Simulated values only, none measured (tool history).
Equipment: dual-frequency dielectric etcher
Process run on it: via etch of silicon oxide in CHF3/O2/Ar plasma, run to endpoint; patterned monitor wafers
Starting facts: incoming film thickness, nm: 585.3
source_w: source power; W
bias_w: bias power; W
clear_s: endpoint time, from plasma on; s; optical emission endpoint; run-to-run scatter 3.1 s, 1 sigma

{"run": 1, "hour": 0.0, "source_w": 490, "bias_w": 229, "clear_s": 284.88}
{"run": 2, "hour": 1.7, "source_w": 570, "bias_w": 229, "clear_s": 266.73}
{"run": 3, "hour": 8.4, "source_w": 570, "bias_w": 246, "clear_s": 259.41}
{"run": 4, "hour": 10.9, "source_w": 570, "bias_w": 281, "clear_s": 236.38}
{"run": 5, "hour": 16.8, "source_w": 530, "bias_w": 281, "clear_s": 249.92}
{"run": 6, "hour": 19.4, "source_w": 530, "bias_w": 264, "clear_s": 254.07}
{"run": 7, "hour": 25.5, "source_w": 510, "bias_w": 251, "clear_s": 268.2}
{"run": 8, "hour": 29.8, "source_w": 490, "bias_w": 241, "clear_s": 278.52}
{"run": 9, "hour": 31.4, "source_w": 470, "bias_w": 233, "clear_s": 292.25}
{"run": 10, "hour": 38.4, "source_w": 450, "bias_w": 228, "clear_s": 304.59}
{"run": 11, "hour": 39.0, "source_w": 430, "bias_w": 225, "clear_s": 307.68}

What does the tool deliver on the next run?
{"run": 12, "hour": 42.0, "source_w": 420, "bias_w": 221, "clear_s": "?"}

For run 12 the tool returned clear_s 323.62 s.
